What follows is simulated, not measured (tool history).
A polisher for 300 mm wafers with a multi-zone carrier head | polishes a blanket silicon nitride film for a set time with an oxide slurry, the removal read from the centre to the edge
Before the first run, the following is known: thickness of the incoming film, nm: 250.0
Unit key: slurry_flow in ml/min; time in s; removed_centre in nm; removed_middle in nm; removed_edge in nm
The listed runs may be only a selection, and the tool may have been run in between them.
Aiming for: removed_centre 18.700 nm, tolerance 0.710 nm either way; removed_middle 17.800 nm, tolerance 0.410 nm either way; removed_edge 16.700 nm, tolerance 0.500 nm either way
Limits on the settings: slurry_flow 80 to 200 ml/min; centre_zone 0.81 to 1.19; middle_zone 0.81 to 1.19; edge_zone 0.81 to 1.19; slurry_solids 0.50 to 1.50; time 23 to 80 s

{"run": 1, "day": 0.0, "slurry_flow": 130, "centre_zone": 1.0, "middle_zone": 1.0, "edge_zone": 1.0, "slurry_solids": 1.0, "time": 51, "removed_centre": 27.274, "removed_middle": 26.663, "removed_edge": 27.609}
{"run": 2, "day": 0.233, "slurry_flow": 130, "centre_zone": 1.01, "middle_zone": 1.0, "edge_zone": 0.96, "slurry_solids": 0.9, "time": 49, "removed_centre": 24.96, "removed_middle": 24.315, "removed_edge": 24.739}
{"run": 3, "day": 0.288, "slurry_flow": 130, "centre_zone": 1.02, "middle_zone": 1.0, "edge_zone": 0.93, "slurry_solids": 0.8, "time": 48, "removed_centre": 23.913, "removed_middle": 22.488, "removed_edge": 22.687}
{"run": 4, "day": 0.404, "slurry_flow": 130, "centre_zone": 1.02, "middle_zone": 1.0, "edge_zone": 0.93, "slurry_solids": 0.8, "time": 55, "removed_centre": 26.759, "removed_middle": 25.526, "removed_edge": 25.961}
{"run": 5, "day": 0.438, "slurry_flow": 130, "centre_zone": 1.02, "middle_zone": 1.01, "edge_zone": 0.91, "slurry_solids": 0.75, "time": 52, "removed_centre": 24.68, "removed_middle": 23.872, "removed_edge": 23.342}
{"run": 6, "day": 0.479, "slurry_flow": 130, "centre_zone": 1.02, "middle_zone": 1.01, "edge_zone": 0.89, "slurry_solids": 0.7, "time": 51, "removed_centre": 23.574, "removed_middle": 22.875, "removed_edge": 22.04}
{"run": 7, "day": 0.667, "slurry_flow": 125, "centre_zone": 1.02, "middle_zone": 1.01, "edge_zone": 0.87, "slurry_solids": 0.65, "time": 50, "removed_centre": 21.665, "removed_middle": 20.883, "removed_edge": 20.269}
{"run": 8, "day": 1.029, "slurry_flow": 120, "centre_zone": 1.03, "middle_zone": 1.02, "edge_zone": 0.86, "slurry_solids": 0.6, "time": 50, "removed_centre": 20.923, "removed_middle": 20.147, "removed_edge": 19.237}
{"run": 9, "day": 1.25, "slurry_flow": 115, "centre_zone": 1.04, "middle_zone": 1.02, "edge_zone": 0.85, "slurry_solids": 0.6, "time": 50, "removed_centre": 20.699, "removed_middle": 19.976, "removed_edge": 19.337}
{"run": 10, "day": 1.371, "slurry_flow": 115, "centre_zone": 1.05, "middle_zone": 1.02, "edge_zone": 0.84, "slurry_solids": 0.6, "time": 49, "removed_centre": 20.861, "removed_middle": 19.703, "removed_edge": 18.473}
{"run": 11, "day": 1.646, "slurry_flow": 85, "centre_zone": 1.03, "middle_zone": 1.01, "edge_zone": 0.81, "slurry_solids": 0.5, "time": 49, "removed_centre": 17.155, "removed_middle": 16.464, "removed_edge": 15.969}
{"run": 12, "day": 2.004, "slurry_flow": 90, "centre_zone": 1.03, "middle_zone": 1.01, "edge_zone": 0.81, "slurry_solids": 0.5, "time": 49, "removed_centre": 17.167, "removed_middle": 16.683, "removed_edge": 15.876}

Exactly one of the 4 candidate moves below puts every result within its allowed miss. Which one?
{"run": "A", "day": 2.362, "slurry_flow": 120, "centre_zone": 1.08, "middle_zone": 1.11, "edge_zone": 0.81, "slurry_solids": 0.5, "time": 43, "removed_centre": "?", "removed_middle": "?", "removed_edge": "?"}
{"run": "B", "day": 2.362, "slurry_flow": 85, "centre_zone": 1.05, "middle_zone": 1.03, "edge_zone": 0.81, "slurry_solids": 0.85, "time": 39, "removed_centre": "?", "removed_middle": "?", "removed_edge": "?"}
{"run": "C", "day": 2.362, "slurry_flow": 85, "centre_zone": 1.09, "middle_zone": 0.93, "edge_zone": 0.95, "slurry_solids": 0.5, "time": 51, "removed_centre": "?", "removed_middle": "?", "removed_edge": "?"}
{"run": "D", "day": 2.362, "slurry_flow": 115, "centre_zone": 0.94, "middle_zone": 1.07, "edge_zone": 0.81, "slurry_solids": 0.5, "time": 48, "removed_centre": "?", "removed_middle": "?", "removed_edge": "?"}

move=A removed_centre=16.752 removed_middle=16.679 removed_edge=14.740
move=B removed_centre=18.353 removed_middle=17.861 removed_edge=17.143
move=C removed_centre=18.615 removed_middle=16.065 removed_edge=18.035
move=D removed_centre=16.118 removed_middle=17.943 removed_edge=16.378
A: its largest miss is bigger than the last run's
B: every result lands within tolerance
C: its largest miss is bigger than the last run's
D: puts the biggest miss on target and leaves a different result outside tolerance
Move B is the one to make.
